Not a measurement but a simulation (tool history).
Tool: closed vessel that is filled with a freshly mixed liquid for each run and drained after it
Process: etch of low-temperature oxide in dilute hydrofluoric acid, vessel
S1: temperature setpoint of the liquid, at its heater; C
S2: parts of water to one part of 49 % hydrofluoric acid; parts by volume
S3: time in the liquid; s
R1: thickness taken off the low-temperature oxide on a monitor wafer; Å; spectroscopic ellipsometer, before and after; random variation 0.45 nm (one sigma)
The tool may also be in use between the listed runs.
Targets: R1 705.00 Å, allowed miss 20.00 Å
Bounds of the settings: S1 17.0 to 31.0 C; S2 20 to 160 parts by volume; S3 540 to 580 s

run	hour	S1	S2	S3	R1
1	0.0	23.0	90	540	787.37
2	7.3	22.5	90	540	775.39
3	14.0	22.5	90	540	774.15
4	22.2	22.0	90	540	754.57
5	26.0	21.5	90	540	739.45
6	30.7	21.5	90	580	800.83
7	38.1	21.0	90	580	787.92
8	42.1	20.5	90	580	772.38

5 next moves are on the table. One of them brings every result within its allowed miss. Which?
A	46.1	21.5	100	570	?
B	46.1	24.5	100	540	?
C	46.1	21.0	85	540	?
D	46.1	18.5	80	540	?
E	46.1	20.0	85	550	?

move	R1
A	692.75
B	741.28
C	769.06
D	739.27
E	751.15
A: meets every target
B: nearer than the last run, and not there yet
C: as far off as the last run
D: nearer than the last run, and not there yet
E: nearer than the last run, and not there yet
Move A is the one to make.
